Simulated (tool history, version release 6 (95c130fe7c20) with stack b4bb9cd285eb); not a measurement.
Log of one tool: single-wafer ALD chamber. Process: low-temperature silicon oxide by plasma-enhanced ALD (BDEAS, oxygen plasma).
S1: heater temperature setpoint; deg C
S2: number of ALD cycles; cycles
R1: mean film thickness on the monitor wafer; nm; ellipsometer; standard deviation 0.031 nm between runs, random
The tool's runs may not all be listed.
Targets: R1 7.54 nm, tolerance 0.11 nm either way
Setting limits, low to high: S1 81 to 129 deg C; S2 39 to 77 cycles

run	hour	S1	S2	R1
1	0	105	58	8.0817
2	6	110	58	8.0424
3	13.2	110	62	8.6299
4	22.2	110	68	9.3952
5	24.3	110	64	8.9017
6	29.8	119	64	8.7251
7	30.9	120	62	8.4643
# hour 32.8: thermocouple changed; heater temperature recalibrated
8	32.8	120	60	8.1054
9	40.6	121	59	7.9543
10	46.1	122	58	7.8557

Pick the move, out of 5, that brings all results within their allowed miss; only one does.
A	51.6	110	53	?
B	51.6	126	56	?
C	51.6	129	55	?
D	51.6	112	58	?
E	51.6	125	54	?

move	R1
A	7.3345
B	7.5243
C	7.3485
D	7.9972
E	7.2692
A: takes the result that was furthest off past its target
B: hits every target within its allowed miss
C: takes the result that was furthest off past its target
D: the biggest miss grows against the last run
E: takes the result that was furthest off past its target
So the answer is move B, the one that meets all the targets.
